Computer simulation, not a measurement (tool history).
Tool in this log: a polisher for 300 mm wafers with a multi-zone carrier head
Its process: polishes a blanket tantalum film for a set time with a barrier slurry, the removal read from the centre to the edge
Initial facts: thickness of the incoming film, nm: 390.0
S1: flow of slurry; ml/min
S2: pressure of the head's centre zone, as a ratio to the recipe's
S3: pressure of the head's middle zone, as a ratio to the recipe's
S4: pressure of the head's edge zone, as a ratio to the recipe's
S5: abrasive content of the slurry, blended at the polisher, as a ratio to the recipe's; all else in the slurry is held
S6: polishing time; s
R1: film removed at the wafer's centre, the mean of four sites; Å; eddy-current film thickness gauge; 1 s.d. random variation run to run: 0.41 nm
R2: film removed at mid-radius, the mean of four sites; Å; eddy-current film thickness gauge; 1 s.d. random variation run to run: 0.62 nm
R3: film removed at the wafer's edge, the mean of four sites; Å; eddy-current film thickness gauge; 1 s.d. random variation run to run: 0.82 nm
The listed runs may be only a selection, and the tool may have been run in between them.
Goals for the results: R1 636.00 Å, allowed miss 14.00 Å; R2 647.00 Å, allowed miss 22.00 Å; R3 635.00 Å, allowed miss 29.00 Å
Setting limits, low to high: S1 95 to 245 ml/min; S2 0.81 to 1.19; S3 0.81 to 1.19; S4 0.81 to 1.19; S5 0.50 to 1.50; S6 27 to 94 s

{"run": 1, "hour": 0.0, "S1": 155, "S2": 1.0, "S3": 1.0, "S4": 1.0, "S5": 1.0, "S6": 60, "R1": 1187.8, "R2": 1158.1, "R3": 1149.9}
{"run": 2, "hour": 2.1, "S1": 150, "S2": 0.97, "S3": 0.98, "S4": 0.96, "S5": 0.85, "S6": 55, "R1": 1000.6, "R2": 991.48, "R3": 976.9}
{"run": 3, "hour": 6.5, "S1": 150, "S2": 0.89, "S3": 0.98, "S4": 0.96, "S5": 0.85, "S6": 55, "R1": 913.82, "R2": 1000.9, "R3": 982.19}
{"run": 4, "hour": 9.8, "S1": 145, "S2": 0.89, "S3": 0.96, "S4": 0.92, "S5": 0.75, "S6": 52, "R1": 825.77, "R2": 885.43, "R3": 875.22}
{"run": 5, "hour": 17.6, "S1": 140, "S2": 0.89, "S3": 0.95, "S4": 0.89, "S5": 0.7, "S6": 50, "R1": 776.28, "R2": 823.23, "R3": 797.96}
{"run": 6, "hour": 21.3, "S1": 135, "S2": 0.89, "S3": 0.93, "S4": 0.87, "S5": 0.65, "S6": 49, "R1": 723.72, "R2": 765.21, "R3": 751.58}
{"run": 7, "hour": 27.0, "S1": 130, "S2": 0.9, "S3": 0.92, "S4": 0.85, "S5": 0.6, "S6": 48, "R1": 693.32, "R2": 709.58, "R3": 703.81}
{"run": 8, "hour": 27.8, "S1": 125, "S2": 0.9, "S3": 0.92, "S4": 0.84, "S5": 0.6, "S6": 48, "R1": 688.47, "R2": 716.92, "R3": 691.07}
{"run": 9, "hour": 29.5, "S1": 120, "S2": 0.9, "S3": 0.91, "S4": 0.83, "S5": 0.6, "S6": 48, "R1": 680.8, "R2": 693.73, "R3": 691.0}
{"run": 10, "hour": 30.8, "S1": 120, "S2": 0.9, "S3": 0.91, "S4": 0.82, "S5": 0.55, "S6": 48, "R1": 659.67, "R2": 665.5, "R3": 658.82}
{"hour": 36.7, "done": "worn pad replaced by a new one"}
{"run": 11, "hour": 36.7, "S1": 115, "S2": 0.9, "S3": 0.91, "S4": 0.82, "S5": 0.55, "S6": 48, "R1": 727.74, "R2": 739.84, "R3": 741.12}
{"run": 12, "hour": 42.3, "S1": 125, "S2": 0.9, "S3": 0.91, "S4": 0.83, "S5": 0.55, "S6": 48, "R1": 746.21, "R2": 766.64, "R3": 748.43}
{"run": 13, "hour": 45.9, "S1": 120, "S2": 0.9, "S3": 0.92, "S4": 0.82, "S5": 0.55, "S6": 48, "R1": 737.63, "R2": 761.38, "R3": 728.17}
{"run": 14, "hour": 51.0, "S1": 135, "S2": 0.89, "S3": 0.91, "S4": 0.82, "S5": 0.55, "S6": 48, "R1": 760.12, "R2": 785.42, "R3": 765.77}
{"run": 15, "hour": 58.7, "S1": 125, "S2": 0.9, "S3": 0.91, "S4": 0.82, "S5": 0.55, "S6": 48, "R1": 750.37, "R2": 763.63, "R3": 744.92}
{"run": 16, "hour": 61.5, "S1": 120, "S2": 0.9, "S3": 0.91, "S4": 0.82, "S5": 0.6, "S6": 48, "R1": 762.31, "R2": 793.03, "R3": 771.43}
{"run": 17, "hour": 66.9, "S1": 120, "S2": 0.9, "S3": 0.93, "S4": 0.84, "S5": 0.6, "S6": 48, "R1": 768.37, "R2": 785.34, "R3": 769.67}
{"run": 18, "hour": 71.8, "S1": 125, "S2": 0.9, "S3": 0.92, "S4": 0.84, "S5": 0.55, "S6": 48, "R1": 743.48, "R2": 753.7, "R3": 757.18}
{"run": 19, "hour": 80.4, "S1": 120, "S2": 0.9, "S3": 0.9, "S4": 0.83, "S5": 0.6, "S6": 48, "R1": 757.28, "R2": 774.77, "R3": 749.49}

Which one of the following 4 next-run settings gets every result inside its allowed miss? There is exactly one.
{"run": "A", "hour": 89.0, "S1": 95, "S2": 0.83, "S3": 0.96, "S4": 0.96, "S5": 0.5, "S6": 48, "R1": "?", "R2": "?", "R3": "?"}
{"run": "B", "hour": 89.0, "S1": 110, "S2": 0.9, "S3": 0.91, "S4": 0.81, "S5": 0.6, "S6": 41, "R1": "?", "R2": "?", "R3": "?"}
{"run": "C", "hour": 89.0, "S1": 115, "S2": 0.87, "S3": 0.9, "S4": 0.81, "S5": 0.55, "S6": 46, "R1": "?", "R2": "?", "R3": "?"}
{"run": "D", "hour": 89.0, "S1": 95, "S2": 0.82, "S3": 0.93, "S4": 0.87, "S5": 0.55, "S6": 56, "R1": "?", "R2": "?", "R3": "?"}

move=A R1=599.96 R2=707.05 R3=710.35
move=B R1=629.38 R2=648.72 R3=621.37
move=C R1=671.38 R2=708.28 R3=681.85
move=D R1=716.48 R2=832.70 R3=821.07
A: takes the biggest miss from the last run beyond its target
B: meets every target
C: moves toward the targets from the last run without getting all of them in spec
D: roughly where the last run was
The right move is B.
